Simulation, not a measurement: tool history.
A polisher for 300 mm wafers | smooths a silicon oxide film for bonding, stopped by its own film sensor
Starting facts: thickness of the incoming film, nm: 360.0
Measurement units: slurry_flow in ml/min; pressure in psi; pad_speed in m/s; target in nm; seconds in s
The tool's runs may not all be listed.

run	hour	slurry_flow	pressure	pad_speed	slurry_solids	target	seconds
1	0.0	310	1.4	0.72	1.0	294	177.48
2	4.3	310	1.6	0.72	1.0	294	159.81
3	5.5	280	1.6	0.72	1.0	294	161.33
4	6.3	280	1.7	0.74	1.0	294	145.46
5	12.0	280	1.7	0.74	1.0	290	159.51
6	12.7	335	1.7	0.74	1.0	290	156.27
7	20.5	335	1.8	0.76	1.0	290	138.30

For run 8, what comes out?
8	25.2	340	1.9	0.76	1.0	290	?

{"run 8": {"seconds": 135.09}}
